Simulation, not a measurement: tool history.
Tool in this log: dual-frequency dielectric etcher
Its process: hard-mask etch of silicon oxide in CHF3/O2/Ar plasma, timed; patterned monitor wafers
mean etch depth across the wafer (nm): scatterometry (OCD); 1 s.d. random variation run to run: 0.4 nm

| run | hour | source power (W) | bias power (W) | etch time (s) | mean etch depth across the wafer (nm) |
|---|---|---|---|---|---|
| 1 | 0.0 | 560 | 165 | 35.5 | 61.838 |
| 2 | 8.0 | 590 | 167 | 35.5 | 62.659 |
| 3 | 16.4 | 620 | 171 | 35.5 | 63.975 |
| 4 | 19.2 | 640 | 175 | 35.5 | 65.425 |
| 5 | 27.7 | 660 | 177 | 35.5 | 66.817 |
| 6 | 32.6 | 670 | 178 | 35.5 | 67.422 |
| 7 | 39.3 | 680 | 179 | 35.5 | 67.585 |

For run 8, what comes out?
| 8 | 42.5 | 690 | 180 | 35.5 | ? |

{"run 8": {"mean etch depth across the wafer (nm)": 67.691}}

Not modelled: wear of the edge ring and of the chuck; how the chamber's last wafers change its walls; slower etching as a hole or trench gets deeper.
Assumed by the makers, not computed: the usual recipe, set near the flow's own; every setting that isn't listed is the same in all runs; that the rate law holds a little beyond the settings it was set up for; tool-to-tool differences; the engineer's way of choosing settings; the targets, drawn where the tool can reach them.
